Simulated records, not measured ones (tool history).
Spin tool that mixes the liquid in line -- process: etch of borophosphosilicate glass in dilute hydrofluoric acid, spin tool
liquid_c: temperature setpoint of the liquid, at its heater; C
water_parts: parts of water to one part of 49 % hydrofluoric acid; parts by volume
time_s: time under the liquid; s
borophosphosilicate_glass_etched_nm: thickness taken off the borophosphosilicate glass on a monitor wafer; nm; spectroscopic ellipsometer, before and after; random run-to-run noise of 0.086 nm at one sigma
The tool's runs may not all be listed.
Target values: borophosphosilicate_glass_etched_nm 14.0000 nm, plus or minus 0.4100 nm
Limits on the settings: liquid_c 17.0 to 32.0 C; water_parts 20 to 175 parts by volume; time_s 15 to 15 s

run  hour  liquid_c  water_parts  time_s  borophosphosilicate_glass_etched_nm
  1   0.0      24.0           95      15                               7.5710
  2   1.5      25.0           90      15                               8.2518
  3   7.9      25.0           90      15                               8.2452
  4  12.5      25.0           90      15                               8.2237
  5  21.3      25.5           85      15                               8.9525
  6  25.5      25.5          100      15                               7.4184
  7  32.3      26.0           95      15                               8.0239
  8  32.9      26.5           90      15                               8.6725
  9  39.0      30.5           60      15                              15.8310
 10  45.6      30.0           60      15                              15.7540
 11  47.4      29.5           60      15                              15.3800
 12  54.6      28.5           60      15                              14.8480

Which one of the following 4 next-run settings gets every result inside its allowed miss? There is exactly one.
  A  61.8      28.0           55      15                                    ?
  B  61.8      26.5           50      15                                    ?
  C  61.8      31.5           70      15                                    ?
  D  61.8      29.5           60      15                                    ?

move  borophosphosilicate_glass_etched_nm
   A                              15.8350
   B                              16.5220
   C                              13.9380
   D                              15.2850
A: the biggest miss grows against the last run
B: the biggest miss grows against the last run
C: each result inside its tolerance
D: the biggest miss grows against the last run
Correct choice: C, which meets every target

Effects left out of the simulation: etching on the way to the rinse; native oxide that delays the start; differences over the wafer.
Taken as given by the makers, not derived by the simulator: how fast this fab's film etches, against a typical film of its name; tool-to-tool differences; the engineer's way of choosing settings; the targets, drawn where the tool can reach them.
